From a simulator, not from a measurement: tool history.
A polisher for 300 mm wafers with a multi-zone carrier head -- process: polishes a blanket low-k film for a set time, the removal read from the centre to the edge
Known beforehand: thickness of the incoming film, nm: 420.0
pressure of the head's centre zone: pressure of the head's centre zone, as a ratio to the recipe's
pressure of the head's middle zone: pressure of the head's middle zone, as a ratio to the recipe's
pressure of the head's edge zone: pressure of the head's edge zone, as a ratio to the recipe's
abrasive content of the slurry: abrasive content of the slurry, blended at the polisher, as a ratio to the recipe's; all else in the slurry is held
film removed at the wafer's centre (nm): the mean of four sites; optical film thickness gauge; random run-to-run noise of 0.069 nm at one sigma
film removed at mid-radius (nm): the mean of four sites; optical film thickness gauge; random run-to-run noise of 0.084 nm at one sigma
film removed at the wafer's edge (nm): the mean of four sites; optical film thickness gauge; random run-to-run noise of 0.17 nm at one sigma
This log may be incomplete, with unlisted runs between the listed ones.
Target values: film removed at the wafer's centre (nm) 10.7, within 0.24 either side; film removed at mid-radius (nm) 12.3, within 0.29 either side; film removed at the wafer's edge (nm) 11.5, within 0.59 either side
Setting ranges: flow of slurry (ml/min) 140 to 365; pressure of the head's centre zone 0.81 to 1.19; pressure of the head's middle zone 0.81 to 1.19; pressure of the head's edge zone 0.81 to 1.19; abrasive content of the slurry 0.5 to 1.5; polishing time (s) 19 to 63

run,hour,flow of slurry (ml/min),pressure of the head's centre zone,pressure of the head's middle zone,pressure of the head's edge zone,abrasive content of the slurry,polishing time (s),film removed at the wafer's centre (nm),film removed at mid-radius (nm),film removed at the wafer's edge (nm)
1,0,235,1,1,1,1,41,13.772,14.272,13.587
2,4.9,230,0.98,0.99,0.98,1,41,13.536,14.046,13.48
3,13.1,230,0.98,0.99,0.98,1,51,16.735,17.403,16.953
4,21.4,275,0.98,0.99,0.98,1,51,17.212,17.909,16.918
5,23.6,275,0.98,0.99,1.04,1,51,17.322,18.127,17.659
6,31.5,275,0.96,0.98,1.01,0.95,51,16.538,17.577,16.632
7,36.4,265,0.94,0.96,1,0.9,51,15.93,16.768,16.452
8,44.3,260,0.92,0.96,0.98,0.85,50,14.81,16.123,15.497
9,48.2,260,0.91,0.95,0.96,0.8,50,14.292,15.41,14.802
10,51.3,255,0.9,0.95,0.94,0.75,50,13.666,14.937,14.031
11,59.3,190,0.81,0.87,0.85,0.55,50,10.206,11.769,11.291
12,61.3,195,0.81,0.87,0.85,0.55,50,10.22,11.765,11.184
13,67.5,200,0.81,0.87,0.85,0.55,50,10.263,11.812,11.435
14,70.9,205,0.81,0.87,0.85,0.55,50,10.432,11.864,11.78
15,74,205,0.81,0.88,0.85,0.55,50,10.321,12.064,11.599

Exactly one of the 5 candidate moves below puts every result within its allowed miss. Which one?
A,77.1,225,0.81,0.81,0.88,0.55,51,?,?,?
B,77.1,170,0.9,1.05,0.81,0.65,44,?,?,?
C,77.1,150,0.83,0.88,0.81,0.65,50,?,?,?
D,77.1,180,0.81,1.07,0.81,0.6,46,?,?,?
E,77.1,240,0.84,0.93,0.99,0.55,47,?,?,?

move,film removed at the wafer's centre (nm),film removed at mid-radius (nm),film removed at the wafer's edge (nm)
A,10.785,11.928,11.798
B,10.518,12.194,10.325
C,10.835,12.332,11.523
D,9.7935,12.494,10.436
E,10.345,11.853,11.552
A: gets the furthest-off result to its target, but another result is out of tolerance
B: gets the furthest-off result to its target, but another result is out of tolerance
C: all results in spec
D: the biggest miss grows against the last run
E: neither nearer nor further off than the last run
The right move is C.
